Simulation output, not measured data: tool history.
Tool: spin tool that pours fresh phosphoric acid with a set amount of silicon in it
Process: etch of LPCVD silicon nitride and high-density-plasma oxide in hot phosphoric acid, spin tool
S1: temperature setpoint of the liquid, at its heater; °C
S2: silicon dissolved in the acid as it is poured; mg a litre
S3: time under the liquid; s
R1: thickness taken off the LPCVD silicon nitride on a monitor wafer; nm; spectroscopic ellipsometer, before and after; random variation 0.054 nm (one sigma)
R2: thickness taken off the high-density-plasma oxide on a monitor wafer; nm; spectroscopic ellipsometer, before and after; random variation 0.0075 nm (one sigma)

Run 1, hour 0: S1 161 °C, S2 23 mg a litre, S3 180 s. Result: R1 14.71 nm, R2 0.52066 nm.
Run 2, hour 1.8: S1 159.5 °C, S2 23 mg a litre, S3 180 s. Result: R1 14.04 nm, R2 0.45455 nm.
Run 3, hour 5.6: S1 159.5 °C, S2 23 mg a litre, S3 225 s. Result: R1 17.464 nm, R2 0.57875 nm.
Run 4, hour 14.6: S1 159.5 °C, S2 23 mg a litre, S3 170 s. Result: R1 13.2 nm, R2 0.41404 nm.
Run 5, hour 19.4: S1 159.5 °C, S2 11 mg a litre, S3 170 s. Result: R1 13.196 nm, R2 0.54246 nm.
Run 6, hour 25: S1 158 °C, S2 11 mg a litre, S3 170 s. Result: R1 12.65 nm, R2 0.59974 nm.
Run 7, hour 26.6: S1 159 °C, S2 18 mg a litre, S3 160 s. Result: R1 12.206 nm, R2 0.42555 nm.
Run 8, hour 28.2: S1 158.5 °C, S2 24 mg a litre, S3 160 s. Result: R1 12.018 nm, R2 0.36581 nm.
Run 9, hour 33.2: S1 156.5 °C, S2 39 mg a litre, S3 145 s. Result: R1 10.173 nm, R2 0.15214 nm.
Run 10, hour 35: S1 156.5 °C, S2 40 mg a litre, S3 145 s. Result: R1 10.161 nm, R2 0.14057 nm.
Run 11, hour 42.8: S1 156.5 °C, S2 41 mg a litre, S3 145 s. Result: R1 10.242 nm, R2 0.13725 nm.

The next listed run, before its measurement:
Run 12, hour 45.3: S1 156.5 °C, S2 41.5 mg a litre, S3 145 s. Result: R1 ?, R2 ?.

{"run 12": {"R1": 10.295, "R2": 0.11752}}
